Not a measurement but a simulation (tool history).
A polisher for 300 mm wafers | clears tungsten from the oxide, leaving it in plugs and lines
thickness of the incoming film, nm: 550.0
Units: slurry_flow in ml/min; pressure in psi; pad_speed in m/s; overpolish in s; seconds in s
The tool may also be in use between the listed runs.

{"run": 1, "hour": 0.0, "slurry_flow": 170, "pressure": 3.4, "pad_speed": 0.94, "slurry_solids": 1.0, "overpolish": 5, "seconds": 154.93}
{"run": 2, "hour": 4.3, "slurry_flow": 175, "pressure": 3.7, "pad_speed": 0.94, "slurry_solids": 1.0, "overpolish": 5, "seconds": 142.57}
{"run": 3, "hour": 9.1, "slurry_flow": 175, "pressure": 3.7, "pad_speed": 0.82, "slurry_solids": 1.0, "overpolish": 5, "seconds": 163.2}
{"run": 4, "hour": 18.1, "slurry_flow": 180, "pressure": 4.1, "pad_speed": 0.82, "slurry_solids": 1.0, "overpolish": 5, "seconds": 148.79}
{"run": 5, "hour": 26.3, "slurry_flow": 180, "pressure": 4.4, "pad_speed": 0.82, "slurry_solids": 1.0, "overpolish": 5, "seconds": 136.74}
{"run": 6, "hour": 29.8, "slurry_flow": 145, "pressure": 4.4, "pad_speed": 0.82, "slurry_solids": 1.0, "overpolish": 5, "seconds": 146.64}
{"run": 7, "hour": 37.7, "slurry_flow": 170, "pressure": 4.5, "pad_speed": 0.82, "slurry_solids": 1.0, "overpolish": 5, "seconds": 136.57}
{"run": 8, "hour": 41.3, "slurry_flow": 170, "pressure": 4.5, "pad_speed": 0.82, "slurry_solids": 1.0, "overpolish": 5, "seconds": 136.41}
{"run": 9, "hour": 42.6, "slurry_flow": 190, "pressure": 4.6, "pad_speed": 0.82, "slurry_solids": 1.0, "overpolish": 5, "seconds": 133.12}
{"run": 10, "hour": 47.8, "slurry_flow": 190, "pressure": 4.8, "pad_speed": 0.82, "slurry_solids": 1.0, "overpolish": 5, "seconds": 125.78}
{"run": 11, "hour": 55.0, "slurry_flow": 195, "pressure": 4.9, "pad_speed": 0.82, "slurry_solids": 1.0, "overpolish": 5, "seconds": 126.72}

Forecast run 12:
{"run": 12, "hour": 62.0, "slurry_flow": 195, "pressure": 4.9, "pad_speed": 0.82, "slurry_solids": 1.0, "overpolish": 5, "seconds": "?"}

Run 12 gave seconds 127.19 s.
